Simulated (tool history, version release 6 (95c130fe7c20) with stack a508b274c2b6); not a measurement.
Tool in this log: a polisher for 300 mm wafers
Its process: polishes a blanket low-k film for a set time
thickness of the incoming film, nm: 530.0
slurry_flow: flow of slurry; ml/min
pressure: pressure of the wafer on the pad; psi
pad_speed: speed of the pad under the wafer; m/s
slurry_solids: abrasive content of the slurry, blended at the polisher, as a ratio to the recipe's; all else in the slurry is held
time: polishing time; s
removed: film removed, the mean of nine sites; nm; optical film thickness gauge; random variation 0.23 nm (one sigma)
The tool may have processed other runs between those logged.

run  hour  slurry_flow  pressure  pad_speed  slurry_solids  time  removed
  1   0.0          215       1.2       1.00            1.0    99   21.845
  2   5.0          220       1.3       1.00            1.0    99   23.321
  3   9.5          250       1.3       1.00            1.0    99   23.859
  4  15.9          250       1.5       1.00            1.0    99   26.803
  5  17.5          250       1.6       1.02            1.0    99   28.385
  6  19.0          220       1.6       1.02            1.0    99   28.345
  7  23.9          220       1.7       1.06            1.0    99   30.558
  8  29.2          230       1.7       1.08            1.0    99   30.808

The next listed run, before its measurement:
  9  34.3          235       1.7       1.12            1.0    99        ?

Run 9 produced removed 32.086 nm.
